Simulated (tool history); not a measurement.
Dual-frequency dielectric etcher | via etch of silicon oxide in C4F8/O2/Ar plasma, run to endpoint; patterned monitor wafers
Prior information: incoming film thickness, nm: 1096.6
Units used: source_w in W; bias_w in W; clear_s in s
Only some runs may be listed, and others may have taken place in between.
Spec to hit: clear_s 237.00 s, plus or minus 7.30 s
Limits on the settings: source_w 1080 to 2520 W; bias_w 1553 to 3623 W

| run | hour | source_w | bias_w | clear_s |
|---|---|---|---|---|
| 1 | 0.0 | 1800 | 2588 | 201.10 |
| 2 | 6.6 | 1710 | 2524 | 207.08 |
| 3 | 11.0 | 1940 | 2524 | 192.55 |
| 4 | 18.3 | 1940 | 2815 | 190.19 |
| 5 | 25.8 | 1820 | 2758 | 198.54 |
| 6 | 32.8 | 1820 | 2376 | 207.29 |
| 7 | 40.2 | 1750 | 2343 | 208.66 |
| 8 | 46.9 | 1680 | 2306 | 220.67 |
| 9 | 54.5 | 1650 | 2296 | 220.04 |
| 10 | 58.4 | 1620 | 2282 | 222.36 |
| 11 | 59.4 | 1590 | 2270 | 221.83 |
| 12 | 68.4 | 1310 | 2050 | 265.67 |
| 13 | 69.7 | 1350 | 2062 | 256.81 |
| 14 | 70.7 | 1380 | 2072 | 254.39 |
| 15 | 72.9 | 1380 | 2072 | 251.95 |
| 16 | 76.3 | 1400 | 2080 | 252.72 |
|  | 84.8 | source power generator calibrated |
| 17 | 84.8 | 1420 | 2088 | 251.96 |
| 18 | 87.0 | 1440 | 2095 | 251.38 |
| 19 | 87.8 | 1460 | 2102 | 248.06 |
| 20 | 90.3 | 1640 | 2210 | 230.86 |

Consider the 5 candidate settings below. Which is the only one whose results all fall within their allowed miss of target?
| A | 92.8 | 1670 | 2278 | ? |
| B | 92.8 | 1820 | 2271 | ? |
| C | 92.8 | 1780 | 2148 | ? |
| D | 92.8 | 1880 | 2128 | ? |
| E | 92.8 | 1440 | 2470 | ? |

| move | clear_s |
|---|---|
| A | 223.72 |
| B | 214.15 |
| C | 221.11 |
| D | 215.69 |
| E | 235.12 |
A: moves away from the targets compared with the last run
B: moves away from the targets compared with the last run
C: moves away from the targets compared with the last run
D: moves away from the targets compared with the last run
E: meets every target
E meets every target.
